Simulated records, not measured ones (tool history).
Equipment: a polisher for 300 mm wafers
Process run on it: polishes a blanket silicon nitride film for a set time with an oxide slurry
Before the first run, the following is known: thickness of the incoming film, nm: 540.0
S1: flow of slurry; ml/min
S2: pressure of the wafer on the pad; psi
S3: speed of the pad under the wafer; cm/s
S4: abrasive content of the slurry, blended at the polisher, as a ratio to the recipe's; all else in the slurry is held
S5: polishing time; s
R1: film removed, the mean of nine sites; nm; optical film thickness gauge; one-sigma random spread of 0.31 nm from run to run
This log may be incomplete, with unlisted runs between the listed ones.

run	hour	S1	S2	S3	S4	S5	R1
1	0	245	2.7	100	1	83	49.706
2	4.2	245	2.7	100	1	83	49.788
3	7.3	245	2.6	100	1	83	48.871
4	12.3	245	2.4	100	1	83	44.488
5	17.3	245	2.4	100	1	83	44.017
6	20.4	245	2.4	100	1	83	44.712
7	21.1	245	2.3	100	1	83	43.223
8	26	245	2.2	100	1	83	40.183

The next listed run, before its measurement:
9	33.3	240	2.1	100	1	83	?

Run 9 yielded R1 39.205 nm.

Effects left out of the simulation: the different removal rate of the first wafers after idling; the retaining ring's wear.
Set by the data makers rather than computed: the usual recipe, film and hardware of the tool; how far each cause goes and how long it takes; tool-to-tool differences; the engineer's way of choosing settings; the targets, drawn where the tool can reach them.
